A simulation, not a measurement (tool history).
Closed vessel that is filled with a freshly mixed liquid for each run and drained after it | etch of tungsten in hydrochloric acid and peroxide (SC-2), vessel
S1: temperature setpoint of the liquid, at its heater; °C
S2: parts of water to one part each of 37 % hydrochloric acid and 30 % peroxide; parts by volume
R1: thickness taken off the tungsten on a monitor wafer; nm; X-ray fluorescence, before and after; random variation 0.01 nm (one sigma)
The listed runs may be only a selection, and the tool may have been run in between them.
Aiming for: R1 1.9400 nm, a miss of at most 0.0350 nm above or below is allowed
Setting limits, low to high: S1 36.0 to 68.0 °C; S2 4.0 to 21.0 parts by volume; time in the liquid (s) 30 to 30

run 1 day=0.000 | S1=52.0 S2=11.5 time_in_the_liquid_(s)=30 | R1=5.6097
run 2 day=0.367 | S1=50.0 S2=11.5 time_in_the_liquid_(s)=30 | R1=4.8892
run 3 day=0.400 | S1=43.5 S2=11.5 time_in_the_liquid_(s)=30 | R1=3.1409
run 4 day=0.608 | S1=42.5 S2=11.5 time_in_the_liquid_(s)=30 | R1=2.9590
run 5 day=0.938 | S1=42.5 S2=15.5 time_in_the_liquid_(s)=30 | R1=2.2645
run 6 day=1.292 | S1=42.0 S2=15.5 time_in_the_liquid_(s)=30 | R1=2.2104
run 7 day=1.467 | S1=41.0 S2=15.5 time_in_the_liquid_(s)=30 | R1=2.0616
run 8 day=1.671 | S1=40.5 S2=15.5 time_in_the_liquid_(s)=30 | R1=1.9902

Which one of the following 4 next-run settings gets every result inside its allowed miss? There is exactly one.
run A day=1.875 | S1=41.5 S2=16.0 time_in_the_liquid_(s)=30 | R1=?
run B day=1.875 | S1=41.0 S2=16.5 time_in_the_liquid_(s)=30 | R1=?
run C day=1.875 | S1=41.0 S2=15.5 time_in_the_liquid_(s)=30 | R1=?
run D day=1.875 | S1=44.0 S2=19.0 time_in_the_liquid_(s)=30 | R1=?

move=A R1=2.0574
move=B R1=1.9326
move=C R1=2.0430
move=D R1=2.0996
A: the biggest miss grows against the last run
B: in spec on every target
C: the biggest miss grows against the last run
D: the biggest miss grows against the last run
So the answer is move B, the one that meets all the targets.

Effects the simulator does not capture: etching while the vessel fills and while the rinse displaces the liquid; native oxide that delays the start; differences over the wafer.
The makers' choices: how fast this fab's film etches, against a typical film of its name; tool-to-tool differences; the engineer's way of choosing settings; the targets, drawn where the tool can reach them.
